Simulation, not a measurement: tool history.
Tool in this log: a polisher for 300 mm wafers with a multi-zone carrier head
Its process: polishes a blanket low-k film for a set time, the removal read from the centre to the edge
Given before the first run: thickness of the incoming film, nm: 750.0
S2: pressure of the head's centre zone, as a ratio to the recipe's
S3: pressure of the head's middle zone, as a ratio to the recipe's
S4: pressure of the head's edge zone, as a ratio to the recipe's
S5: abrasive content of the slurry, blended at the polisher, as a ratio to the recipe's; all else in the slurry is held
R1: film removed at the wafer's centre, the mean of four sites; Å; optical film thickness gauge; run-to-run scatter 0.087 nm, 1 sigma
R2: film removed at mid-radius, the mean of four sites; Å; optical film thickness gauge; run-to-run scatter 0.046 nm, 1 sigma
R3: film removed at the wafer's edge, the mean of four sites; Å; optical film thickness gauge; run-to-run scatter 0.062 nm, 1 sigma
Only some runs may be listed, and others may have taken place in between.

run 1 hour=0.0 | flow_of_slurry_(ml/min)=245 S2=1.00 S3=1.00 S4=1.00 S5=1.00 polishing_time_(s)=36 | R1=138.970 R2=139.510 R3=138.610
run 2 hour=7.1 | flow_of_slurry_(ml/min)=245 S2=1.00 S3=0.93 S4=1.00 S5=1.00 polishing_time_(s)=36 | R1=138.200 R2=129.670 R3=138.810
run 3 hour=12.4 | flow_of_slurry_(ml/min)=245 S2=1.00 S3=0.85 S4=1.00 S5=1.00 polishing_time_(s)=36 | R1=137.830 R2=120.070 R3=141.130
run 4 hour=16.2 | flow_of_slurry_(ml/min)=235 S2=0.98 S3=0.85 S4=0.96 S5=0.85 polishing_time_(s)=31 | R1=110.300 R2=95.952 R3=109.410
run 5 hour=20.1 | flow_of_slurry_(ml/min)=235 S2=0.98 S3=0.85 S4=1.01 S5=0.85 polishing_time_(s)=31 | R1=107.180 R2=96.123 R3=111.650
run 6 hour=26.2 | flow_of_slurry_(ml/min)=225 S2=0.95 S3=0.85 S4=0.97 S5=0.75 polishing_time_(s)=28 | R1=88.500 R2=80.915 R3=93.679
run 7 hour=31.0 | flow_of_slurry_(ml/min)=220 S2=0.93 S3=0.86 S4=0.93 S5=0.70 polishing_time_(s)=27 | R1=79.642 R2=76.295 R3=83.957
run 8 hour=33.3 | flow_of_slurry_(ml/min)=210 S2=0.92 S3=0.85 S4=0.90 S5=0.65 polishing_time_(s)=27 | R1=72.573 R2=71.269 R3=78.404
run 9 hour=41.2 | flow_of_slurry_(ml/min)=205 S2=0.93 S3=0.84 S4=0.88 S5=0.60 polishing_time_(s)=27 | R1=73.038 R2=67.508 R3=72.834
run 10 hour=49.1 | flow_of_slurry_(ml/min)=195 S2=0.92 S3=0.83 S4=0.86 S5=0.60 polishing_time_(s)=27 | R1=70.361 R2=66.081 R3=72.180
run 11 hour=51.9 | flow_of_slurry_(ml/min)=195 S2=0.91 S3=0.84 S4=0.82 S5=0.50 polishing_time_(s)=25 | R1=57.620 R2=54.974 R3=58.687
run 12 hour=58.5 | flow_of_slurry_(ml/min)=200 S2=0.92 S3=0.85 S4=0.84 S5=0.50 polishing_time_(s)=25 | R1=59.581 R2=56.593 R3=60.011
run 13 hour=65.4 | flow_of_slurry_(ml/min)=205 S2=0.92 S3=0.86 S4=0.86 S5=0.50 polishing_time_(s)=25 | R1=59.432 R2=56.495 R3=60.425
run 14 hour=68.8 | flow_of_slurry_(ml/min)=205 S2=0.92 S3=0.87 S4=0.87 S5=0.50 polishing_time_(s)=25 | R1=59.468 R2=56.985 R3=60.753
run 15 hour=76.8 | flow_of_slurry_(ml/min)=215 S2=0.92 S3=0.88 S4=0.88 S5=0.50 polishing_time_(s)=25 | R1=58.769 R2=58.291 R3=62.023
run 16 hour=80.6 | flow_of_slurry_(ml/min)=215 S2=0.93 S3=0.88 S4=0.89 S5=0.50 polishing_time_(s)=25 | R1=59.970 R2=57.625 R3=61.951
run 17 hour=87.4 | flow_of_slurry_(ml/min)=215 S2=0.93 S3=0.88 S4=0.89 S5=0.50 polishing_time_(s)=25 | R1=59.588 R2=57.599 R3=60.793
run 18 hour=92.1 | flow_of_slurry_(ml/min)=215 S2=0.93 S3=0.88 S4=0.90 S5=0.50 polishing_time_(s)=25 | R1=58.423 R2=57.497 R3=61.475

Run 19 comes next. What will it give?
run 19 hour=93.6 | flow_of_slurry_(ml/min)=215 S2=0.93 S3=0.88 S4=0.90 S5=0.50 polishing_time_(s)=25 | R1=? R2=? R3=?

{"run 19": {"R1": 59.114, "R2": 57.975, "R3": 61.204}}
